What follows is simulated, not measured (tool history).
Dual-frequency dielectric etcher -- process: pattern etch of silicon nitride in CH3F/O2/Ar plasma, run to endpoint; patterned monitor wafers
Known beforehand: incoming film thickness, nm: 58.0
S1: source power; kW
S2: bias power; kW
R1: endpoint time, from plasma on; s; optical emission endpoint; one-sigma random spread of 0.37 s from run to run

Run 1, hour 0: S1 0.51 kW, S2 0.057 kW. Result: R1 81.021 s.
Run 2, hour 3.2: S1 0.57 kW, S2 0.057 kW. Result: R1 77.694 s.
Run 3, hour 8.1: S1 0.5 kW, S2 0.057 kW. Result: R1 82.202 s.
Run 4, hour 12.2: S1 0.5 kW, S2 0.047 kW. Result: R1 85.484 s.
Run 5, hour 14.4: S1 0.57 kW, S2 0.053 kW. Result: R1 78.858 s.
Run 6, hour 23: S1 0.62 kW, S2 0.057 kW. Result: R1 74.306 s.
Run 7, hour 31.4: S1 0.65 kW, S2 0.059 kW. Result: R1 72.723 s.
Run 8, hour 38.8: S1 0.67 kW, S2 0.062 kW. Result: R1 69.577 s.

Expected results for the next run?
Run 9, hour 42.5: S1 0.67 kW, S2 0.062 kW. Result: R1 ?.

{"run 9": {"R1": 69.998}}

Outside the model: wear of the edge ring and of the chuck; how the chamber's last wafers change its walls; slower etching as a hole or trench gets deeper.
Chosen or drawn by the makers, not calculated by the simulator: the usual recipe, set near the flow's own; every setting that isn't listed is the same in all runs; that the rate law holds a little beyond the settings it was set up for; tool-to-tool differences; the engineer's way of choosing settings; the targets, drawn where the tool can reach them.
